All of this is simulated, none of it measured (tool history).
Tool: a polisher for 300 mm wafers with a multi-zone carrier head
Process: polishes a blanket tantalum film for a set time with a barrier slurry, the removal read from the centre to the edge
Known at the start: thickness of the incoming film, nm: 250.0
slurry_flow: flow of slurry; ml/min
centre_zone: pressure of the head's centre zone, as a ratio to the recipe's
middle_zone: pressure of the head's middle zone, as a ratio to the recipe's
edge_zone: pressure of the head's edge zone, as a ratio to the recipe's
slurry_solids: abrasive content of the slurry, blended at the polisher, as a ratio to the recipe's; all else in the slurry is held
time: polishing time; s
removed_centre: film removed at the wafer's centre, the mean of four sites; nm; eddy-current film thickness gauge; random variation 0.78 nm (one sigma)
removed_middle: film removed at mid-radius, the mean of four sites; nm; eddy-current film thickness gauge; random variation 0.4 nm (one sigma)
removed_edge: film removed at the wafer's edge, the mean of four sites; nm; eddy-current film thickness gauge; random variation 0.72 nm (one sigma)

run 1 day=0.000 | slurry_flow=210 centre_zone=1.00 middle_zone=1.00 edge_zone=1.00 slurry_solids=1.00 time=48 | removed_centre=76.469 removed_middle=74.165 removed_edge=70.211
run 2 day=0.146 | slurry_flow=210 centre_zone=1.00 middle_zone=1.00 edge_zone=1.06 slurry_solids=1.00 time=48 | removed_centre=75.340 removed_middle=73.659 removed_edge=72.379
run 3 day=0.342 | slurry_flow=205 centre_zone=1.00 middle_zone=0.98 edge_zone=1.05 slurry_solids=0.95 time=47 | removed_centre=71.922 removed_middle=70.561 removed_edge=66.975
run 4 day=0.612 | slurry_flow=180 centre_zone=1.00 middle_zone=0.98 edge_zone=1.05 slurry_solids=0.95 time=47 | removed_centre=69.982 removed_middle=68.180 removed_edge=65.299
run 5 day=0.825 | slurry_flow=180 centre_zone=1.00 middle_zone=0.95 edge_zone=1.05 slurry_solids=0.95 time=47 | removed_centre=69.924 removed_middle=66.544 removed_edge=66.173
run 6 day=0.967 | slurry_flow=175 centre_zone=1.01 middle_zone=0.93 edge_zone=1.06 slurry_solids=0.90 time=46 | removed_centre=65.513 removed_middle=62.309 removed_edge=63.964
run 7 day=1.196 | slurry_flow=170 centre_zone=1.03 middle_zone=0.92 edge_zone=1.05 slurry_solids=0.85 time=45 | removed_centre=64.404 removed_middle=58.698 removed_edge=61.578
-- day=1.379 edge zone pressure recalibrated
run 8 day=1.379 | slurry_flow=165 centre_zone=1.04 middle_zone=0.91 edge_zone=1.03 slurry_solids=0.80 time=45 | removed_centre=61.656 removed_middle=55.457 removed_edge=60.538
run 9 day=1.471 | slurry_flow=165 centre_zone=1.06 middle_zone=0.93 edge_zone=1.01 slurry_solids=0.75 time=44 | removed_centre=59.252 removed_middle=52.373 removed_edge=55.737
run 10 day=1.725 | slurry_flow=145 centre_zone=1.07 middle_zone=0.86 edge_zone=0.91 slurry_solids=0.55 time=44 | removed_centre=41.986 removed_middle=35.102 removed_edge=38.792
run 11 day=1.967 | slurry_flow=160 centre_zone=1.08 middle_zone=0.87 edge_zone=0.92 slurry_solids=0.55 time=44 | removed_centre=44.059 removed_middle=36.155 removed_edge=38.359

Forecast run 12:
run 12 day=2.138 | slurry_flow=155 centre_zone=1.09 middle_zone=0.88 edge_zone=0.94 slurry_solids=0.55 time=44 | removed_centre=? removed_middle=? removed_edge=?

removed_centre: 43.147 nm
removed_middle: 36.156 nm
removed_edge: 40.355 nm
